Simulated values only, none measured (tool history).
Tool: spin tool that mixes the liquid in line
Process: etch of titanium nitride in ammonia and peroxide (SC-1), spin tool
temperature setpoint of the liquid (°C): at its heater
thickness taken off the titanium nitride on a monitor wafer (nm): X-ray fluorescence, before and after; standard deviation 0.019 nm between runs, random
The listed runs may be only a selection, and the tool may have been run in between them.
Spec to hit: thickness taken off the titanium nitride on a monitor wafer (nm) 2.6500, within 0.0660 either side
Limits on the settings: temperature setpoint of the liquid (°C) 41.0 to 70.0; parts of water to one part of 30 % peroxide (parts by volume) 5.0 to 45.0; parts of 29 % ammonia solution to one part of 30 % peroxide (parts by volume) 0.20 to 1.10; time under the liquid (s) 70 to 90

| run | hour | temperature setpoint of the liquid (°C) | parts of water to one part of 30 % peroxide (parts by volume) | parts of 29 % ammonia solution to one part of 30 % peroxide (parts by volume) | time under the liquid (s) | thickness taken off the titanium nitride on a monitor wafer (nm) |
|---|---|---|---|---|---|---|
| 1 | 0.0 | 57.0 | 25.0 | 0.60 | 90 | 5.6853 |
| 2 | 7.7 | 53.5 | 25.0 | 0.60 | 90 | 4.4304 |
| 3 | 11.6 | 52.0 | 25.0 | 0.60 | 90 | 4.0284 |
| 4 | 12.2 | 51.0 | 25.0 | 0.60 | 90 | 3.7261 |
| 5 | 20.4 | 51.0 | 25.0 | 0.60 | 90 | 3.7499 |
| 6 | 26.8 | 50.0 | 25.0 | 0.60 | 90 | 3.5409 |
| 7 | 30.8 | 49.0 | 25.0 | 0.60 | 90 | 3.2753 |
| 8 | 38.6 | 48.5 | 25.0 | 0.60 | 90 | 3.1677 |
| 9 | 47.4 | 48.0 | 25.0 | 0.60 | 90 | 3.0658 |
| 10 | 52.5 | 47.5 | 25.0 | 0.60 | 90 | 2.9666 |
| 11 | 55.0 | 47.0 | 25.0 | 0.60 | 90 | 2.8660 |
| 12 | 63.2 | 46.5 | 25.0 | 0.60 | 90 | 2.7710 |

Of the 5 settings listed for the next run, only one would bring every result within its allowed miss of target. Which one?
| A | 71.4 | 47.0 | 23.5 | 0.60 | 85 | ? |
| B | 71.4 | 44.5 | 19.0 | 0.65 | 85 | ? |
| C | 71.4 | 47.5 | 24.5 | 0.60 | 90 | ? |
| D | 71.4 | 52.5 | 35.5 | 0.95 | 70 | ? |
| E | 71.4 | 47.0 | 26.5 | 0.70 | 90 | ? |

| move | thickness taken off the titanium nitride on a monitor wafer (nm) |
|---|---|
| A | 2.8065 |
| B | 2.6809 |
| C | 3.0075 |
| D | 2.9254 |
| E | 2.8578 |
A: lands further from the targets than the last run did
B: all results in spec
C: lands further from the targets than the last run did
D: lands further from the targets than the last run did
E: lands further from the targets than the last run did
B is the move that brings every result within its allowed miss.

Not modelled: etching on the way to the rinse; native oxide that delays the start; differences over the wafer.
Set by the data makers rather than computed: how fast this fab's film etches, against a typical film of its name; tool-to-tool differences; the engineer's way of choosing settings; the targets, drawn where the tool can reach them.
